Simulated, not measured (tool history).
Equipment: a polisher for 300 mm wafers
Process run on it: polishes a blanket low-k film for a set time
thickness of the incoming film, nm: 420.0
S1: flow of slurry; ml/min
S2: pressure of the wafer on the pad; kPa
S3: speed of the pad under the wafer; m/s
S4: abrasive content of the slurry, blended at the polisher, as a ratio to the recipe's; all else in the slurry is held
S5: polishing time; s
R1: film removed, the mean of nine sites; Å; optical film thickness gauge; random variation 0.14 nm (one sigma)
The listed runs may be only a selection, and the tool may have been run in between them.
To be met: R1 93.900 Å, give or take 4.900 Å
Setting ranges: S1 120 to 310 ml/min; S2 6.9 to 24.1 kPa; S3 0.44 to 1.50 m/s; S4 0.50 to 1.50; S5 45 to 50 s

run  hour   S1    S2    S3    S4  S5       R1
  1   0.0  200  15.2  0.96  1.00  50  225.540
  2   3.8  200  13.8  0.90  1.00  50  200.150
  3   6.6  200  13.1  0.84  1.00  50  182.970
  4  14.3  200  12.4  0.80  1.00  50  167.400
  5  17.8  200  12.4  0.80  0.90  50  155.540
     23.3  -- head pressure recalibrated
  6  23.3  200  11.7  0.78  0.90  50  139.600
  7  26.0  200  11.0  0.78  0.90  50  131.210
  8  30.9  200  10.3  0.78  0.90  50  121.690
  9  36.8  200   9.7  0.78  0.90  50  115.170
 10  38.8  200   8.3  0.78  0.90  50  100.140

Which single option among these 5 for the next run brings every result within its allowed miss of target? Just one does.
  A  40.8  180   8.3  0.92  0.70  50   ?
  B  40.8  175   9.0  0.82  1.00  45   ?
  C  40.8  195   9.0  1.10  0.70  49   ?
  D  40.8  200   9.0  0.76  0.95  50   ?
  E  40.8  180  10.3  0.72  0.85  48   ?

move       R1
   A   92.725
   B  105.820
   C  110.030
   D  109.930
   E  106.590
A: all results in spec
B: lands further from the targets than the last run did
C: lands further from the targets than the last run did
D: lands further from the targets than the last run did
E: lands further from the targets than the last run did
So the answer is move A, the one that meets all the targets.
